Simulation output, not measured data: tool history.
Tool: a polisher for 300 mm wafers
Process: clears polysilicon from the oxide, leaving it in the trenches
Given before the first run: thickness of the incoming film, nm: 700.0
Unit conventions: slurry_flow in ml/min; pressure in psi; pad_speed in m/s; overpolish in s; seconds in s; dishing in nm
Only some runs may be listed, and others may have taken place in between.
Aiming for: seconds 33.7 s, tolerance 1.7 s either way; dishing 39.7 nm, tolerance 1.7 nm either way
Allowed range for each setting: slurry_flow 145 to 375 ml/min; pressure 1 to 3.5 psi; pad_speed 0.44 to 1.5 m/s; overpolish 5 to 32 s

run,hour,slurry_flow,pressure,pad_speed,overpolish,seconds,dishing
1,0,240,2.2,0.96,16,65.941,40.824
2,2.6,240,2.5,0.98,13,57.064,41.666
3,4.9,240,2.5,1.22,13,47.536,41.871
4,12.5,250,2.6,1.28,11,42.107,42.189
5,14.7,235,2.6,1.34,10,41.601,40.423
6,21.1,230,2.7,1.36,9,39.206,41.481
7,25.5,215,2.8,1.4,8,37.026,40.858
8,28.9,205,2.8,1.42,7,36.11,40.003

Which of these 4 next moves meets every target?
A,32.3,170,2.9,1.5,6,?,?
B,32.3,220,3.2,1.5,12,?,?
C,32.3,170,3.3,1.48,5,?,?
D,32.3,200,2.8,1.38,7,?,?

move,seconds,dishing
A,33.965,39.23
B,30.313,41.769
C,30.295,38.706
D,37.462,39.618
A: all results land within tolerance of their targets
B: moves the result that the last run missed by most past its target, out the other side
C: moves the result that the last run missed by most past its target, out the other side
D: the biggest miss grows against the last run
The right move is A.
